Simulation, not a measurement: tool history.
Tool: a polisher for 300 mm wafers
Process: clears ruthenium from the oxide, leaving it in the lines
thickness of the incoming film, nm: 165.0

run	day	flow of slurry (ml/min)	pressure of the wafer on the pad (psi)	speed of the pad under the wafer (m/s)	overpolish time after the end point (s)	time until the end point was called (s)
1	0	195	1.8	1	37	170.39
2	0.367	175	1.8	1	37	171.69
3	0.483	175	1.8	0.76	37	226.92
4	0.683	175	1.6	0.76	37	256.15
5	0.821	175	1.6	0.76	37	254.3
6	1.138	175	1.5	0.76	37	269.33
7	1.254	175	1.4	0.76	37	282.18
# day 1.588: worn pad replaced by a new one
8	1.588	175	1.4	0.76	37	259.36
9	1.746	175	1.3	0.72	37	297.79

Forecast run 10:
10	2.108	170	0.9	0.72	37	?

{"run 10": {"time until the end point was called (s)": 414.92}}
